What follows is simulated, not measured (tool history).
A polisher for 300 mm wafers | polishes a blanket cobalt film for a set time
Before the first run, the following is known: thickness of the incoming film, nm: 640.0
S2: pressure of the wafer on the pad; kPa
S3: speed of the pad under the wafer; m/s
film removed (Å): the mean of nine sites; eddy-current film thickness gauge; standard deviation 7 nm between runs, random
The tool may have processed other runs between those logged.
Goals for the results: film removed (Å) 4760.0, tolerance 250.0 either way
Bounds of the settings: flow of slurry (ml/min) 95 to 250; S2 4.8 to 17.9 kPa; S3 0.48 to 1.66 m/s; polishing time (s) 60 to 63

run 1 day=0.000 | flow_of_slurry_(ml/min)=160 S2=11.0 S3=1.06 polishing_time_(s)=60 | film_removed_(Å)=2807.5
run 2 day=0.112 | flow_of_slurry_(ml/min)=200 S2=11.0 S3=1.06 polishing_time_(s)=60 | film_removed_(Å)=2968.9
run 3 day=0.250 | flow_of_slurry_(ml/min)=215 S2=11.0 S3=1.06 polishing_time_(s)=60 | film_removed_(Å)=2949.6
run 4 day=0.467 | flow_of_slurry_(ml/min)=215 S2=12.4 S3=1.08 polishing_time_(s)=60 | film_removed_(Å)=3447.1
run 5 day=0.617 | flow_of_slurry_(ml/min)=215 S2=12.4 S3=1.08 polishing_time_(s)=60 | film_removed_(Å)=3333.7
-- day=0.704 slurry nozzle cleaned
run 6 day=0.704 | flow_of_slurry_(ml/min)=215 S2=9.7 S3=1.08 polishing_time_(s)=60 | film_removed_(Å)=2733.8
run 7 day=0.767 | flow_of_slurry_(ml/min)=215 S2=11.7 S3=1.10 polishing_time_(s)=60 | film_removed_(Å)=3406.3
run 8 day=0.929 | flow_of_slurry_(ml/min)=215 S2=12.4 S3=1.10 polishing_time_(s)=60 | film_removed_(Å)=3547.2
run 9 day=1.071 | flow_of_slurry_(ml/min)=215 S2=13.1 S3=1.10 polishing_time_(s)=60 | film_removed_(Å)=3694.3
run 10 day=1.133 | flow_of_slurry_(ml/min)=215 S2=13.8 S3=1.10 polishing_time_(s)=60 | film_removed_(Å)=3985.9
run 11 day=1.196 | flow_of_slurry_(ml/min)=215 S2=14.5 S3=1.10 polishing_time_(s)=60 | film_removed_(Å)=4185.1
run 12 day=1.454 | flow_of_slurry_(ml/min)=215 S2=15.2 S3=1.10 polishing_time_(s)=60 | film_removed_(Å)=4402.6

4 candidate next runs follow, results not yet known. Just one meets every target within its allowed miss. Identify it.
run A day=1.712 | flow_of_slurry_(ml/min)=225 S2=14.5 S3=0.98 polishing_time_(s)=63 | film_removed_(Å)=?
run B day=1.712 | flow_of_slurry_(ml/min)=200 S2=14.5 S3=1.14 polishing_time_(s)=60 | film_removed_(Å)=?
run C day=1.712 | flow_of_slurry_(ml/min)=250 S2=13.8 S3=1.28 polishing_time_(s)=60 | film_removed_(Å)=?
run D day=1.712 | flow_of_slurry_(ml/min)=230 S2=14.5 S3=1.36 polishing_time_(s)=62 | film_removed_(Å)=?

move=A film_removed_(Å)=3970.4
move=B film_removed_(Å)=4311.6
move=C film_removed_(Å)=4731.1
move=D film_removed_(Å)=5387.8
A: moves away from the targets compared with the last run
B: moves away from the targets compared with the last run
C: every result lands within tolerance
D: takes the biggest miss from the last run beyond its target
The right move is C.
